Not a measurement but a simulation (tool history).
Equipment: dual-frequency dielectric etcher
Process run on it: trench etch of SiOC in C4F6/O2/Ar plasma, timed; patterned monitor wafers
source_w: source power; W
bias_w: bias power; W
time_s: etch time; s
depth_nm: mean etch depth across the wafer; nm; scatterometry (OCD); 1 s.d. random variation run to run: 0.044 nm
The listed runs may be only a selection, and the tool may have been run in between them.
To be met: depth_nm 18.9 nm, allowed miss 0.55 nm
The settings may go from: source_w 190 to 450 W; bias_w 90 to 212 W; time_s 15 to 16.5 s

run,hour,source_w,bias_w,time_s,depth_nm
1,0,320,151,16.5,29.076
2,2.1,280,132,16,24.959
3,4.9,260,120,16,22.991
4,11.9,280,120,16,23.615
5,13.4,280,100,16,21.329
6,20.5,300,100,16,21.997
7,25.8,280,97,16,21.002
8,26.9,260,95,16,20.142
9,33.8,250,94,16,19.629

Of the 4 settings listed for the next run, only one would bring every result within its allowed miss of target. Which one?
A,40.7,290,90,15,?
B,40.7,230,101,16.5,?
C,40.7,240,96,16.5,?
D,40.7,290,98,15,?

move,depth_nm
A,19.048
B,20.371
C,20.114
D,20.062
A: hits every target within its allowed miss
B: lands further from the targets than the last run did
C: lands further from the targets than the last run did
D: lands further from the targets than the last run did
So the answer is move A, the one that meets all the targets.

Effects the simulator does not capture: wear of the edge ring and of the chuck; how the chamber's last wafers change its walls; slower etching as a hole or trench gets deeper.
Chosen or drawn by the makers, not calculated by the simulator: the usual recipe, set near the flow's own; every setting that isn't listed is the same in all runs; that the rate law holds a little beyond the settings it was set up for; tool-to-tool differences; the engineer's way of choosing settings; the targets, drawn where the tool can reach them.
